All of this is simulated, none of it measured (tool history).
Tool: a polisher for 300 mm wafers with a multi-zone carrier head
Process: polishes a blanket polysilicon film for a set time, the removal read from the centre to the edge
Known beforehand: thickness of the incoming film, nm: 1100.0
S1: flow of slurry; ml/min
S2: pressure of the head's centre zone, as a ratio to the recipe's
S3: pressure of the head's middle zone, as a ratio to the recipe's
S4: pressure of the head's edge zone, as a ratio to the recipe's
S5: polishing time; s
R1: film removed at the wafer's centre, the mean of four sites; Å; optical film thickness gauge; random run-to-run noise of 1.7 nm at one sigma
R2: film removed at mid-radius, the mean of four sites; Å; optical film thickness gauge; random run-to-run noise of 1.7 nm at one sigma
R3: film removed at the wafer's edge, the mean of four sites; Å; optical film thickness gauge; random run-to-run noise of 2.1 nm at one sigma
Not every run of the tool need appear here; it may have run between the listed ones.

run	hour	S1	S2	S3	S4	S5	R1	R2	R3
1	0.0	295	1.00	1.00	1.00	35	4596.7	4590.0	4571.7
2	6.1	295	1.00	1.00	0.93	35	4625.5	4606.5	4410.4
3	13.8	295	1.00	1.00	0.93	31	4021.6	4028.3	3855.4
4	15.1	290	0.97	0.98	0.91	29	3631.0	3681.4	3593.5
5	23.9	290	0.95	0.98	0.89	27	3406.6	3453.3	3301.6
6	28.5	290	0.95	0.91	0.89	27	3364.5	3334.0	3282.9

Expected results for the next run?
7	33.2	245	0.85	0.87	0.81	18	?	?	?

R1: 1985.7 Å
R2: 2127.7 Å
R3: 2109.0 Å
